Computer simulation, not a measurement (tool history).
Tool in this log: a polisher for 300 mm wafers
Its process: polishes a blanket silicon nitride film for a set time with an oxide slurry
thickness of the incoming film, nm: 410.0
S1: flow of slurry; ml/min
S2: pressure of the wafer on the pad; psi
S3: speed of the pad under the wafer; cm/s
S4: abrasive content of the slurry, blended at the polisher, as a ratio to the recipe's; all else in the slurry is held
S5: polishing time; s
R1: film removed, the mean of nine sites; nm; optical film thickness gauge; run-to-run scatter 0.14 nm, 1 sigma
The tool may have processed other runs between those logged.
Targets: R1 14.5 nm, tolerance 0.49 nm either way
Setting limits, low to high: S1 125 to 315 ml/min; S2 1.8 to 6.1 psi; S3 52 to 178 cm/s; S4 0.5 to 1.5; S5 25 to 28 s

run 1 hour=0 | S1=205 S2=3.9 S3=114 S4=1 S5=28 | R1=20.492
run 2 hour=1.6 | S1=205 S2=3.9 S3=114 S4=1 S5=28 | R1=20.16
run 3 hour=6.9 | S1=205 S2=3.7 S3=114 S4=1 S5=28 | R1=19.369
run 4 hour=14.4 | S1=205 S2=3.7 S3=140 S4=1 S5=28 | R1=22.758
run 5 hour=18.9 | S1=205 S2=3.7 S3=140 S4=0.85 S5=28 | R1=21.478
run 6 hour=24 | S1=205 S2=3.7 S3=140 S4=0.85 S5=28 | R1=21.282
run 7 hour=29.1 | S1=205 S2=3.5 S3=140 S4=0.85 S5=28 | R1=20.455
run 8 hour=33.9 | S1=205 S2=3.3 S3=140 S4=0.85 S5=28 | R1=19.643
run 9 hour=38.6 | S1=205 S2=3.1 S3=140 S4=0.85 S5=28 | R1=18.724
run 10 hour=40.5 | S1=205 S2=2.9 S3=140 S4=0.85 S5=28 | R1=17.862
run 11 hour=44.2 | S1=205 S2=2.8 S3=140 S4=0.85 S5=28 | R1=17.165
run 12 hour=47.4 | S1=205 S2=2.8 S3=140 S4=0.85 S5=28 | R1=17.525
run 13 hour=49 | S1=205 S2=2.7 S3=140 S4=0.85 S5=28 | R1=16.676
run 14 hour=53.8 | S1=205 S2=2.6 S3=140 S4=0.85 S5=28 | R1=16.698
run 15 hour=60.2 | S1=195 S2=1.9 S3=140 S4=0.85 S5=28 | R1=13.287
run 16 hour=68.9 | S1=200 S2=1.9 S3=140 S4=0.85 S5=28 | R1=13.361
run 17 hour=71.2 | S1=205 S2=1.9 S3=140 S4=0.85 S5=28 | R1=13.529

Of the 4 settings listed for the next run, only one would bring every result within its allowed miss of target. Which one?
run A hour=73.5 | S1=200 S2=2.1 S3=138 S4=0.9 S5=28 | R1=?
run B hour=73.5 | S1=185 S2=2.6 S3=144 S4=1 S5=25 | R1=?
run C hour=73.5 | S1=215 S2=2.7 S3=138 S4=0.75 S5=28 | R1=?
run D hour=73.5 | S1=220 S2=1.8 S3=132 S4=1.05 S5=26 | R1=?

move=A R1=14.559
move=B R1=16.099
move=C R1=15.862
move=D R1=12.84
A: all results land within tolerance of their targets
B: takes the result that was furthest off past its target
C: takes the result that was furthest off past its target
D: its largest miss is bigger than the last run's
Answer: A

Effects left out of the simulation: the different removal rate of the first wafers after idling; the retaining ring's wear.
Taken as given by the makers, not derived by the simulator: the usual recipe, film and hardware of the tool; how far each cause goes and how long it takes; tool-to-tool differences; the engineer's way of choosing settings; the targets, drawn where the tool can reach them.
